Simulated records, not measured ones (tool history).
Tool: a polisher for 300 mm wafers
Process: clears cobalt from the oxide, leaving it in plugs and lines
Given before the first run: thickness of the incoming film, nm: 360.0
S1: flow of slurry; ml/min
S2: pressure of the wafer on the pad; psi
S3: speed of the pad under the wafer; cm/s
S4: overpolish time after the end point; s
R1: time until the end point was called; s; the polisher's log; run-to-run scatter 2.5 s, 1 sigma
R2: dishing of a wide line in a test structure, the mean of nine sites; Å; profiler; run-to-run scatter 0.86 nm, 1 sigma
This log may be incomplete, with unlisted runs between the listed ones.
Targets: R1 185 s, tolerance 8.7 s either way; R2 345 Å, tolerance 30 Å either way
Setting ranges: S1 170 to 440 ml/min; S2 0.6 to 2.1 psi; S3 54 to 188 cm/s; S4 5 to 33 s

run 1 day=0 | S1=280 S2=1.3 S3=120 S4=17 | R1=78.517 R2=411.14
run 2 day=0.308 | S1=280 S2=1.3 S3=134 S4=17 | R1=71.988 R2=446.05
run 3 day=0.629 | S1=280 S2=1.3 S3=134 S4=20 | R1=72.147 R2=475.71
run 4 day=1 | S1=280 S2=1.1 S3=134 S4=20 | R1=85.92 R2=452.53
run 5 day=1.338 | S1=280 S2=1.1 S3=122 S4=20 | R1=93.822 R2=442.96
run 6 day=1.7 | S1=280 S2=1 S3=116 S4=20 | R1=106.16 R2=394.31
run 7 day=1.804 | S1=280 S2=0.9 S3=112 S4=21 | R1=123.51 R2=380.95
run 8 day=1.912 | S1=280 S2=0.8 S3=110 S4=22 | R1=135.45 R2=361.4
run 9 day=2.2 | S1=280 S2=0.8 S3=108 S4=23 | R1=139.12 R2=355.24
run 10 day=2.379 | S1=280 S2=0.8 S3=106 S4=24 | R1=141.46 R2=372.53
run 11 day=2.717 | S1=280 S2=0.8 S3=104 S4=25 | R1=145.73 R2=386.11
run 12 day=3.062 | S1=275 S2=0.6 S3=92 S4=25 | R1=213.75 R2=300.38
run 13 day=3.296 | S1=285 S2=0.6 S3=92 S4=25 | R1=212.53 R2=310.48
run 14 day=3.638 | S1=290 S2=0.8 S3=94 S4=26 | R1=161.53 R2=379.55
run 15 day=3.833 | S1=285 S2=0.8 S3=94 S4=26 | R1=161.11 R2=377.38

Exactly one of the 4 candidate moves below puts every result within its allowed miss. Which one?
run A day=4.029 | S1=290 S2=0.8 S3=104 S4=18 | R1=? R2=?
run B day=4.029 | S1=280 S2=0.9 S3=74 S4=28 | R1=? R2=?
run C day=4.029 | S1=245 S2=0.9 S3=84 S4=17 | R1=? R2=?
run D day=4.029 | S1=315 S2=1 S3=76 S4=23 | R1=? R2=?

move=A R1=148.76 R2=315.63
move=B R1=185.55 R2=366.99
move=C R1=166.91 R2=279.06
move=D R1=162.07 R2=352.03
A: misses by more than the last run did
B: hits every target within its allowed miss
C: gains on the last run, yet a result remains outside its allowed miss
D: neither nearer nor further off than the last run
The move that meets every target is B.
